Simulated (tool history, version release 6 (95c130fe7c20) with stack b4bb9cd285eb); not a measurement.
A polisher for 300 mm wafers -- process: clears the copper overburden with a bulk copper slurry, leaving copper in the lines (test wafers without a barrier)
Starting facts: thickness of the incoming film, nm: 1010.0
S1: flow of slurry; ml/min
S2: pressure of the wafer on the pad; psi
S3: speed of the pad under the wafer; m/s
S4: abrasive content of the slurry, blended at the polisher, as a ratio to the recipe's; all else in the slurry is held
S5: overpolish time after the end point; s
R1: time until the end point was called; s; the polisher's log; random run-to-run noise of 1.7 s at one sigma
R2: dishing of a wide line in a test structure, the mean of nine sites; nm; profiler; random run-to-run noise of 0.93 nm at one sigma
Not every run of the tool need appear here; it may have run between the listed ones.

run  hour   S1   S2    S3  S4  S5      R1      R2
  1     0  235    2  1.14   1  17   142.3  60.523
  2   2.4  235    2  1.26   1  17  130.02  64.296
  3   8.4  235  2.4  1.26   1  17  110.87  72.859
  4  15.1  235    2  1.26   1  17  129.94  65.141
  5  18.6  235  2.1  1.26   1  15  124.84  61.542
  6  20.3  275  2.1  1.26   1  15  121.63  61.832

What will run 7 give?
  7  26.2  275  2.1  1.26   1  14   ?   ?

{"run 7": {"R1": 124.29, "R2": 61.417}}

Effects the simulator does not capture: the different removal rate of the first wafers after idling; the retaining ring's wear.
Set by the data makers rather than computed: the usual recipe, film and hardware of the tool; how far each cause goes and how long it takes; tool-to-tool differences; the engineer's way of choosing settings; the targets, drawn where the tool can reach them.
